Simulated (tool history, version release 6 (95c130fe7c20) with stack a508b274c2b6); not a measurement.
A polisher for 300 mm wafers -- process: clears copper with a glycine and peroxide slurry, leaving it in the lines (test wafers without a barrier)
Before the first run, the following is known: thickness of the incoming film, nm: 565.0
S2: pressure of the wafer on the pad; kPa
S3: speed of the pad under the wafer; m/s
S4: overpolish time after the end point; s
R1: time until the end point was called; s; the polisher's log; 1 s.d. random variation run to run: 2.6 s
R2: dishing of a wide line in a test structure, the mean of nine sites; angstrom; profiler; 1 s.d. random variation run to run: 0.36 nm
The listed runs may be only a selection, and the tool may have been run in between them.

Run 1, hour 0.0: flow of slurry (ml/min) 125, S2 13.8 kPa, S3 0.86 m/s, S4 13 s. Result: R1 172.36 s, R2 304.73 angstrom.
Run 2, hour 5.3: flow of slurry (ml/min) 115, S2 11.7 kPa, S3 0.84 m/s, S4 15 s. Result: R1 191.76 s, R2 319.29 angstrom.
Run 3, hour 12.6: flow of slurry (ml/min) 115, S2 11.7 kPa, S3 0.84 m/s, S4 10 s. Result: R1 189.10 s, R2 226.12 angstrom.
Run 4, hour 19.8: flow of slurry (ml/min) 115, S2 11.7 kPa, S3 0.76 m/s, S4 10 s. Result: R1 203.93 s, R2 209.91 angstrom.
Run 5, hour 27.6: flow of slurry (ml/min) 115, S2 13.1 kPa, S3 0.76 m/s, S4 10 s. Result: R1 196.76 s, R2 220.33 angstrom.
Run 6, hour 34.9: flow of slurry (ml/min) 110, S2 11.0 kPa, S3 0.74 m/s, S4 13 s. Result: R1 217.77 s, R2 256.08 angstrom.

Expected results for the next run?
Run 7, hour 37.4: flow of slurry (ml/min) 105, S2 9.7 kPa, S3 0.72 m/s, S4 14 s. Result: R1 ?, R2 ?.

{"run 7": {"R1": 233.03, "R2": 258.81}}
